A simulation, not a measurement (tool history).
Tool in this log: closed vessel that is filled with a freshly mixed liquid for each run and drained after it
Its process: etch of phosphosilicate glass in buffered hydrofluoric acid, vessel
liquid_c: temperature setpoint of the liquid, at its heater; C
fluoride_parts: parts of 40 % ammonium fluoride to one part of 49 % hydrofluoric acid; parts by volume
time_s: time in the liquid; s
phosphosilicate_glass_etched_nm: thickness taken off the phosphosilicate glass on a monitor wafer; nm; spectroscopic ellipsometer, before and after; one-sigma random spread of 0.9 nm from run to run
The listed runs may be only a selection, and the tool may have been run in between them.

| run | hour | liquid_c | fluoride_parts | time_s | phosphosilicate_glass_etched_nm |
|---|---|---|---|---|---|
| 1 | 0.0 | 22.0 | 21.0 | 85 | 129.55 |
| 2 | 8.7 | 21.5 | 21.0 | 85 | 124.42 |
| 3 | 17.9 | 21.5 | 24.5 | 85 | 110.91 |
| 4 | 23.5 | 21.5 | 24.5 | 85 | 112.59 |
| 5 | 26.9 | 23.5 | 24.5 | 85 | 122.75 |
| 6 | 32.8 | 25.0 | 24.5 | 85 | 135.80 |
| 7 | 35.8 | 24.5 | 24.5 | 85 | 132.16 |
| 8 | 40.1 | 24.0 | 24.5 | 85 | 128.63 |
| 9 | 40.9 | 23.5 | 24.5 | 85 | 123.51 |

Run 10 comes next. What will it give?
| 10 | 47.4 | 23.0 | 24.5 | 85 | ? |

{"run 10": {"phosphosilicate_glass_etched_nm": 122.06}}
